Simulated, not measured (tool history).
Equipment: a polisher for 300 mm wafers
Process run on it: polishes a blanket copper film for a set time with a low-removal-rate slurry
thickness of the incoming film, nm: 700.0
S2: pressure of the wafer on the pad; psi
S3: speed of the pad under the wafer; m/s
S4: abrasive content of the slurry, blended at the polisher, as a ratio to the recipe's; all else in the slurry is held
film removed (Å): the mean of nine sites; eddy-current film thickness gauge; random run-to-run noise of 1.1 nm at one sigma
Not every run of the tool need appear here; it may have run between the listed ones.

Run 1, hour 0.0: flow of slurry (ml/min) 170, S2 2.5 psi, S3 0.86 m/s, S4 1.0, polishing time (s) 66. Result: film removed (Å) 1520.3.
Run 2, hour 5.7: flow of slurry (ml/min) 170, S2 2.3 psi, S3 0.84 m/s, S4 1.0, polishing time (s) 66. Result: film removed (Å) 1355.4.
Run 3, hour 13.1: flow of slurry (ml/min) 170, S2 2.3 psi, S3 0.84 m/s, S4 0.9, polishing time (s) 66. Result: film removed (Å) 1331.8.
Run 4, hour 20.6: flow of slurry (ml/min) 170, S2 2.9 psi, S3 0.84 m/s, S4 0.9, polishing time (s) 66. Result: film removed (Å) 1691.3.
Run 5, hour 24.5: flow of slurry (ml/min) 170, S2 2.9 psi, S3 0.84 m/s, S4 0.9, polishing time (s) 66. Result: film removed (Å) 1628.6.
Run 6, hour 30.4: flow of slurry (ml/min) 170, S2 2.6 psi, S3 0.82 m/s, S4 0.9, polishing time (s) 66. Result: film removed (Å) 1504.9.
Run 7, hour 32.8: flow of slurry (ml/min) 170, S2 2.4 psi, S3 0.80 m/s, S4 0.9, polishing time (s) 66. Result: film removed (Å) 1348.0.

Run 8 is up next; what results do you expect?
Run 8, hour 33.3: flow of slurry (ml/min) 170, S2 2.2 psi, S3 0.78 m/s, S4 0.9, polishing time (s) 66. Result: film removed (Å) ?.

{"run 8": {"film removed (Å)": 1194.8}}
